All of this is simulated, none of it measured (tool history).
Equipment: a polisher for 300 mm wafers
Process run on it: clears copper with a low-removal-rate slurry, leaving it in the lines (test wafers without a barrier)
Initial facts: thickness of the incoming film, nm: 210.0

run	hour	flow of slurry (ml/min)	pressure of the wafer on the pad (psi)	speed of the pad under the wafer (m/s)	abrasive content of the slurry	overpolish time after the end point (s)	time until the end point was called (s)	dishing of a wide line in a test structure (nm)
1	0.0	315	2.2	1.16	1.00	24	100.500	41.305
2	3.9	315	1.6	1.16	1.00	24	135.250	31.126
3	5.4	315	2.0	1.18	1.00	22	106.740	34.933
4	12.6	315	2.0	1.18	1.15	22	101.880	37.379
5	16.7	315	2.2	1.20	1.15	21	92.836	37.107
6	22.8	315	2.4	1.20	1.15	20	86.801	40.692
7	23.5	315	3.0	1.30	1.15	11	64.855	29.637

Run 8 comes next. What will it give?
8	27.5	320	2.9	1.36	1.20	22	?	?

{"run 8": {"time until the end point was called (s)": 62.209, "dishing of a wide line in a test structure (nm)": 54.879}}
